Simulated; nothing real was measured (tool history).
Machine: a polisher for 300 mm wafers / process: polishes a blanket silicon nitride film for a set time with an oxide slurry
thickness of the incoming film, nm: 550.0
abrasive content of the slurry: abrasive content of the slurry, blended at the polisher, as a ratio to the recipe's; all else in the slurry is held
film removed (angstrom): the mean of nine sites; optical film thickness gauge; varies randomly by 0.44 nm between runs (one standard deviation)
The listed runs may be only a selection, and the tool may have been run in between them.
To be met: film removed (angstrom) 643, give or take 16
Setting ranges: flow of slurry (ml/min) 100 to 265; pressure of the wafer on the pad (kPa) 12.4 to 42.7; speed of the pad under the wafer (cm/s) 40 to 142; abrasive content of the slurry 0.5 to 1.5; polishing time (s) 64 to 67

run  hour  flow of slurry (ml/min)  pressure of the wafer on the pad (kPa)  speed of the pad under the wafer (cm/s)  abrasive content of the slurry  polishing time (s)  film removed (angstrom)
  1     0                      170                                    27.6                                       90                               1                  64                    368.8
  2   0.9                      180                                    30.3                                       90                               1                  64                   408.05
  3   9.1                      140                                    30.3                                       90                               1                  64                   390.31
  4  13.8                      175                                    30.3                                       90                               1                  64                   398.19
  5  20.4                      175                                    30.3                                      110                               1                  64                   469.97
  6  23.8                      175                                    30.3                                      110                             1.1                  64                   486.68
  7  24.5                      180                                    31.7                                      110                             1.1                  64                   510.21
  8  26.9                      185                                    33.1                                      110                             1.1                  64                   527.97
  9  35.2                      190                                    34.5                                      110                             1.1                  64                   559.77
 10  41.2                      195                                    35.2                                      110                             1.1                  64                   573.77
 11  44.3                      200                                    35.9                                      110                             1.1                  64                   574.11
 12  46.5                      200                                    36.5                                      110                             1.1                  64                   584.09
 13  53.8                      200                                    37.2                                      110                             1.1                  64                   590.83
 14    56                      200                                    37.9                                      110                             1.1                  64                   607.47
 15  61.9                      200                                    38.6                                      110                             1.1                  64                   610.69
 16  67.5                      205                                    38.6                                      110                             1.1                  64                    621.6

Which of these 5 next moves meets every target?
  A  73.1                      245                                      40                                      108                            0.95                  67                        ?
  B  73.1                      205                                    37.2                                       98                            1.25                  64                        ?
  C  73.1                      200                                    39.3                                      106                             1.1                  64                        ?
  D  73.1                      210                                    33.8                                      120                               1                  67                        ?
  E  73.1                      175                                    41.4                                      110                            0.95                  65                        ?

move  film removed (angstrom)
   A                   637.37
   B                   571.57
   C                   607.93
   D                   597.18
   E                   617.97
A: in spec on every target
B: further off than the last run
C: further off than the last run
D: further off than the last run
E: further off than the last run
Move A is the one to make.
